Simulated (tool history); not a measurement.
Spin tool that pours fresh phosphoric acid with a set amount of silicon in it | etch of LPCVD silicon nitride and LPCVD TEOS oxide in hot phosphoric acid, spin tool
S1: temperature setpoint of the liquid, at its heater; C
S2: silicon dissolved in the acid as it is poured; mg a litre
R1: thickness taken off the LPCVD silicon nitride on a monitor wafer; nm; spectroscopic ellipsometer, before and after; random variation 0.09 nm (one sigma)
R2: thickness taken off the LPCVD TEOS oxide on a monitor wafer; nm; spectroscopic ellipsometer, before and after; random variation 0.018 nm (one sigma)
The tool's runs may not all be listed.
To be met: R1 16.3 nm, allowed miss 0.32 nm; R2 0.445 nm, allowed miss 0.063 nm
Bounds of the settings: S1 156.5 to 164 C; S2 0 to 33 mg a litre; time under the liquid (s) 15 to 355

Run 1, day 0: S1 159 C, S2 14.5 mg a litre, time under the liquid (s) 180. Result: R1 14.139 nm, R2 0.55383 nm.
Run 2, day 0.096: S1 159.5 C, S2 18.5 mg a litre, time under the liquid (s) 180. Result: R1 14.159 nm, R2 0.51224 nm.
Run 3, day 0.171: S1 160 C, S2 21.5 mg a litre, time under the liquid (s) 185. Result: R1 14.865 nm, R2 0.51746 nm.
Run 4, day 0.362: S1 160 C, S2 24 mg a litre, time under the liquid (s) 190. Result: R1 15.309 nm, R2 0.4843 nm.
Run 5, day 0.538: S1 160 C, S2 27 mg a litre, time under the liquid (s) 190. Result: R1 15.199 nm, R2 0.44813 nm.
Run 6, day 0.629: S1 160 C, S2 32 mg a litre, time under the liquid (s) 190. Result: R1 15.099 nm, R2 0.35672 nm.
Run 7, day 0.721: S1 160.5 C, S2 32 mg a litre, time under the liquid (s) 190. Result: R1 15.351 nm, R2 0.35447 nm.
Run 8, day 0.988: S1 161 C, S2 31 mg a litre, time under the liquid (s) 190. Result: R1 15.84 nm, R2 0.42606 nm.

Which of these 4 next moves meets every target?
Run A, day 1.254: S1 162 C, S2 28 mg a litre, time under the liquid (s) 175. Result: R1 ?, R2 ?.
Run B, day 1.254: S1 159 C, S2 27 mg a litre, time under the liquid (s) 210. Result: R1 ?, R2 ?.
Run C, day 1.254: S1 161 C, S2 30.5 mg a litre, time under the liquid (s) 185. Result: R1 ?, R2 ?.
Run D, day 1.254: S1 160 C, S2 28.5 mg a litre, time under the liquid (s) 195. Result: R1 ?, R2 ?.

move      R1       R2
   A  14.971  0.42598
   B  16.248  0.42466
   C  15.308  0.37963
   D  15.604  0.40198
A: further off than the last run
B: meets every target
C: further off than the last run
D: further off than the last run
Answer: B

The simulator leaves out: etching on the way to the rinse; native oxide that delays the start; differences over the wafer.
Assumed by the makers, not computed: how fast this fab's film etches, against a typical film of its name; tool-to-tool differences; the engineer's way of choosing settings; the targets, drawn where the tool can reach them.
